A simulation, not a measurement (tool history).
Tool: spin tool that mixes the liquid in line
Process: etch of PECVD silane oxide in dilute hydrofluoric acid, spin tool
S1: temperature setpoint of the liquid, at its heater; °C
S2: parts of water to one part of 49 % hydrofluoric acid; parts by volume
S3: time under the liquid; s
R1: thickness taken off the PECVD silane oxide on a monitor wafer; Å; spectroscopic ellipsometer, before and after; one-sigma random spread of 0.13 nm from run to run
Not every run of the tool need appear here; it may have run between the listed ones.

Run 1, hour 0.0: S1 22.0 °C, S2 240 parts by volume, S3 150 s. Result: R1 109.80 Å.
Run 2, hour 6.7: S1 22.0 °C, S2 240 parts by volume, S3 160 s. Result: R1 117.36 Å.
Run 3, hour 8.1: S1 23.0 °C, S2 230 parts by volume, S3 160 s. Result: R1 129.25 Å.
Run 4, hour 14.1: S1 24.0 °C, S2 220 parts by volume, S3 160 s. Result: R1 140.85 Å.
Run 5, hour 22.1: S1 25.0 °C, S2 210 parts by volume, S3 160 s. Result: R1 154.56 Å.
Run 6, hour 23.3: S1 25.0 °C, S2 210 parts by volume, S3 150 s. Result: R1 145.30 Å.
Run 7, hour 31.2: S1 25.5 °C, S2 205 parts by volume, S3 150 s. Result: R1 153.14 Å.

Estimate the outcome of run 8 from the log above:
Run 8, hour 39.9: S1 29.5 °C, S2 165 parts by volume, S3 150 s. Result: R1 ?.

{"run 8": {"R1": 229.04}}
